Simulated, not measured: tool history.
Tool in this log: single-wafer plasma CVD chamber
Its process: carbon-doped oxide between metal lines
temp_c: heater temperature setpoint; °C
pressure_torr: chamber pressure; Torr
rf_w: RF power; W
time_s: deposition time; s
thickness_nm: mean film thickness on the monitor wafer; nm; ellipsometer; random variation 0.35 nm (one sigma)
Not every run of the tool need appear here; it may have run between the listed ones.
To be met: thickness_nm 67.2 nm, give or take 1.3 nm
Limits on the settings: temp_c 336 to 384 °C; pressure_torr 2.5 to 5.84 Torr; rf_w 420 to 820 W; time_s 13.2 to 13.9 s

run  hour  temp_c  pressure_torr  rf_w  time_s  thickness_nm
  1     0     360           4.17   620    13.9        77.131
  2   4.1     360           4.17   550    13.9        72.196
  3   9.9     353           4.17   550    13.9        74.229
  4  10.7     357           4.02   545    13.9        71.768
  5  14.1     359           3.92   545    13.9        71.564
  6  21.4     367           3.92   545    13.9        69.437
  7  30.1     368           3.86   545    13.9            70
  8  38.8     369           3.68   505    13.8        65.965

Of the 4 settings listed for the next run, only one would bring every result within its allowed miss of target. Which one?
  A  47.5     376           3.81   530    13.2             ?
  B  47.5     356            4.1   505    13.4             ?
  C  47.5     372           3.63   520    13.5             ?
  D  47.5     369           2.75   525    13.5             ?

move  thickness_nm
   A        63.968
   B        67.502
   C        64.877
   D        63.857
A: moves away from the targets compared with the last run
B: hits every target within its allowed miss
C: moves away from the targets compared with the last run
D: moves away from the targets compared with the last run
The move that meets every target is B.
